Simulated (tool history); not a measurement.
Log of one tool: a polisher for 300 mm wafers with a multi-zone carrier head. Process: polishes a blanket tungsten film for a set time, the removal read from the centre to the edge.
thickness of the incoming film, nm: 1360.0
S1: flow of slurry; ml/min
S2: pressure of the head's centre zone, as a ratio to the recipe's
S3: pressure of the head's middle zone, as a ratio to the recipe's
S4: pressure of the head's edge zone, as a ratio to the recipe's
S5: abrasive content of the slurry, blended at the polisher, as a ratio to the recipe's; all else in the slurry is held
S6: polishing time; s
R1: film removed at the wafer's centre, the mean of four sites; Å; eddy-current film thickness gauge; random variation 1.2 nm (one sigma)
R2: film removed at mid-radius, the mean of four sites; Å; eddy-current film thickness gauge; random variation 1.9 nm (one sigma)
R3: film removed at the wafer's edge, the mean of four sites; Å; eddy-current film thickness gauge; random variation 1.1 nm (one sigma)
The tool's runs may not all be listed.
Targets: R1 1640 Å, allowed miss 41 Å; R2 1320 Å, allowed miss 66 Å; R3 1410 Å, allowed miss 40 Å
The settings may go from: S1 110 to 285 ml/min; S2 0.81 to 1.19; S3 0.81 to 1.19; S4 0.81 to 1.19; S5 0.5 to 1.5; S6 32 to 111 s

run	hour	S1	S2	S3	S4	S5	S6	R1	R2	R3
1	0	180	1	1	1	1	71	2560	2480	2597.7
2	9	180	1	1	1.08	1	71	2558.1	2493.8	2667.6
3	9.8	185	1.02	0.99	1.05	0.9	64	2287.7	2213.6	2295.2
4	11.6	185	1.04	0.96	1.03	0.8	60	2089.1	1938.5	2050.7
5	15.6	205	1.04	0.96	1.03	0.8	60	2097.9	2012.3	2066.4
6	17.5	205	1.04	0.89	1.03	0.8	60	2134.5	1831.9	2028.7
7	18.6	170	1.02	0.82	0.93	0.55	47	1404.1	1151.4	1321.6
8	19.6	185	1.03	0.82	0.92	0.55	47	1438.2	1145.6	1330.7

4 next moves are on the table. One of them brings every result within its allowed miss. Which?
A	20.6	190	1.11	0.89	0.92	0.5	52	?	?	?
B	20.6	225	0.95	1.01	0.94	0.5	44	?	?	?
C	20.6	195	0.92	1.18	0.89	0.55	45	?	?	?
D	20.6	160	1.17	1.14	0.86	0.6	44	?	?	?

move	R1	R2	R3
A	1651.5	1343.8	1432.8
B	1223.1	1290.9	1241.1
C	1233.4	1537.6	1264.2
D	1539	1465.2	1232.8
A: meets every target
B: further off than the last run
C: further off than the last run
D: nearer than the last run, and not there yet
Move A is the one to make.

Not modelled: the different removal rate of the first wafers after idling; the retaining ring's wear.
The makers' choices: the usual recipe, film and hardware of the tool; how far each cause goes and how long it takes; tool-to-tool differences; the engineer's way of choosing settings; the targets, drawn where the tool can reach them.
